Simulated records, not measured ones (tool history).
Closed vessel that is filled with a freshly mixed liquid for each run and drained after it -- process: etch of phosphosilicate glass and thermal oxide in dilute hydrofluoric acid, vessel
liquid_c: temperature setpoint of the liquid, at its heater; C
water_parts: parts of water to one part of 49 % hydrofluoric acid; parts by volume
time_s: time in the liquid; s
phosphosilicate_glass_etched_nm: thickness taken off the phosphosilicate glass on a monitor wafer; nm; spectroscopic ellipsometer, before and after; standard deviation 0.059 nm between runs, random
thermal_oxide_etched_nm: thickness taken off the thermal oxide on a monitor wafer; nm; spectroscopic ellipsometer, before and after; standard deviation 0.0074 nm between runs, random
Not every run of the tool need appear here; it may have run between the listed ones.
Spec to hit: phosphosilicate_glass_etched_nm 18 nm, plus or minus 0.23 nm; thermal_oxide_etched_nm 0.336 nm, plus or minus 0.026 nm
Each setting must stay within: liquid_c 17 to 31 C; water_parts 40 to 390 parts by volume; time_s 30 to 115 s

run,hour,liquid_c,water_parts,time_s,phosphosilicate_glass_etched_nm,thermal_oxide_etched_nm
1,0,23,215,60,46.985,0.87954
2,8.7,23,215,80,63.12,1.1552
3,12.5,23,285,80,44.292,0.81879
4,21.6,21,285,80,41.279,0.7743
5,29.6,21,285,65,33.479,0.62291
6,33.3,21,285,45,23.103,0.43706
7,41.1,20,290,45,21.74,0.39655
8,48.7,19.5,295,45,20.985,0.38394
9,53.7,19.5,295,45,21.013,0.37832
10,55.2,19,300,45,20.14,0.38846
11,63.1,19,305,45,19.69,0.36558
12,69.4,18.5,305,45,19.455,0.36064
13,76.5,18,305,45,19.013,0.3608

Which of these 5 next moves meets every target?
A,83.6,31,320,30,?,?
B,83.6,19,355,50,?,?
C,83.6,20,330,45,?,?
D,83.6,21.5,375,50,?,?
E,83.6,18.5,375,60,?,?

move,phosphosilicate_glass_etched_nm,thermal_oxide_etched_nm
A,18.548,0.34165
B,18.005,0.33166
C,18.46,0.34004
D,18.297,0.33705
E,19.761,0.36401
A: better than the last run, though not everything is in spec
B: each result inside its tolerance
C: better than the last run, though not everything is in spec
D: better than the last run, though not everything is in spec
E: moves away from the targets compared with the last run
Go with B: it meets all targets.
